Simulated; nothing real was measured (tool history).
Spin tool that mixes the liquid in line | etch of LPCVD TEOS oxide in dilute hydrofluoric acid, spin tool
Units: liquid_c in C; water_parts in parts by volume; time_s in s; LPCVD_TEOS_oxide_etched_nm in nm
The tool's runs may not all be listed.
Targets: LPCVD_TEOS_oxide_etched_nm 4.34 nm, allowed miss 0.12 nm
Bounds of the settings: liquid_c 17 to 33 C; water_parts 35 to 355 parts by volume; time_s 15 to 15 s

Run 1, hour 0: liquid_c 25 C, water_parts 195 parts by volume, time_s 15 s. Result: LPCVD_TEOS_oxide_etched_nm 2.5989 nm.
Run 2, hour 4.8: liquid_c 25 C, water_parts 265 parts by volume, time_s 15 s. Result: LPCVD_TEOS_oxide_etched_nm 1.7738 nm.
Run 3, hour 10.3: liquid_c 25 C, water_parts 265 parts by volume, time_s 15 s. Result: LPCVD_TEOS_oxide_etched_nm 1.7624 nm.
Run 4, hour 15.2: liquid_c 27 C, water_parts 235 parts by volume, time_s 15 s. Result: LPCVD_TEOS_oxide_etched_nm 2.2351 nm.
Run 5, hour 17.6: liquid_c 27 C, water_parts 185 parts by volume, time_s 15 s. Result: LPCVD_TEOS_oxide_etched_nm 2.9638 nm.
Run 6, hour 18.2: liquid_c 24.5 C, water_parts 185 parts by volume, time_s 15 s. Result: LPCVD_TEOS_oxide_etched_nm 2.704 nm.
Run 7, hour 20: liquid_c 26.5 C, water_parts 175 parts by volume, time_s 15 s. Result: LPCVD_TEOS_oxide_etched_nm 3.1276 nm.
Run 8, hour 22: liquid_c 28 C, water_parts 170 parts by volume, time_s 15 s. Result: LPCVD_TEOS_oxide_etched_nm 3.3914 nm.
Run 9, hour 30.7: liquid_c 29 C, water_parts 165 parts by volume, time_s 15 s. Result: LPCVD_TEOS_oxide_etched_nm 3.6622 nm.
Run 10, hour 36: liquid_c 30 C, water_parts 165 parts by volume, time_s 15 s. Result: LPCVD_TEOS_oxide_etched_nm 3.7962 nm.

Which of these 4 next moves meets every target?
Run A, hour 41.3: liquid_c 29.5 C, water_parts 145 parts by volume, time_s 15 s. Result: LPCVD_TEOS_oxide_etched_nm ?.
Run B, hour 41.3: liquid_c 29 C, water_parts 170 parts by volume, time_s 15 s. Result: LPCVD_TEOS_oxide_etched_nm ?.
Run C, hour 41.3: liquid_c 29 C, water_parts 150 parts by volume, time_s 15 s. Result: LPCVD_TEOS_oxide_etched_nm ?.
Run D, hour 41.3: liquid_c 30.5 C, water_parts 175 parts by volume, time_s 15 s. Result: LPCVD_TEOS_oxide_etched_nm ?.

move  LPCVD_TEOS_oxide_etched_nm
   A                      4.2954
   B                      3.4854
   C                      4.0512
   D                      3.5479
A: meets every target
B: further off than the last run
C: nearer than the last run, and not there yet
D: further off than the last run
The right move is A.
